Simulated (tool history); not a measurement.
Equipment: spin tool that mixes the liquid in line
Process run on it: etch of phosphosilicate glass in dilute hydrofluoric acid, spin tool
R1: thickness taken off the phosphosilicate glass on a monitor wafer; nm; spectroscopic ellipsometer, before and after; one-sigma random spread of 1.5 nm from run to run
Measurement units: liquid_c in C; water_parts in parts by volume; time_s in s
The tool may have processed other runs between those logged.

{"run": 1, "hour": 0.0, "liquid_c": 25, "water_parts": 60, "time_s": 15, "R1": 61.669}
{"run": 2, "hour": 4.9, "liquid_c": 22.5, "water_parts": 60, "time_s": 15, "R1": 54.9}
{"run": 3, "hour": 10.1, "liquid_c": 24, "water_parts": 60, "time_s": 15, "R1": 58.547}
{"run": 4, "hour": 18.8, "liquid_c": 24, "water_parts": 70, "time_s": 15, "R1": 49.433}
{"run": 5, "hour": 27.6, "liquid_c": 26, "water_parts": 60, "time_s": 15, "R1": 63.312}
{"run": 6, "hour": 32.8, "liquid_c": 27.5, "water_parts": 50, "time_s": 15, "R1": 82.424}
{"run": 7, "hour": 37.2, "liquid_c": 28.5, "water_parts": 45, "time_s": 15, "R1": 95.815}
{"run": 8, "hour": 44.5, "liquid_c": 29.5, "water_parts": 40, "time_s": 15, "R1": 110.91}
{"run": 9, "hour": 45.3, "liquid_c": 30, "water_parts": 35, "time_s": 15, "R1": 130.71}
{"run": 10, "hour": 53.0, "liquid_c": 30.5, "water_parts": 35, "time_s": 15, "R1": 135.57}
{"run": 11, "hour": 56.0, "liquid_c": 31, "water_parts": 35, "time_s": 15, "R1": 138.05}
{"run": 12, "hour": 58.0, "liquid_c": 31.5, "water_parts": 35, "time_s": 15, "R1": 141.7}
{"run": 13, "hour": 67.0, "liquid_c": 32, "water_parts": 35, "time_s": 15, "R1": 145.02}
{"run": 14, "hour": 74.3, "liquid_c": 33, "water_parts": 25, "time_s": 15, "R1": 215.24}

For run 15, what comes out?
{"run": 15, "hour": 75.4, "liquid_c": 32.5, "water_parts": 25, "time_s": 15, "R1": "?"}

{"run 15": {"R1": 207.55}}
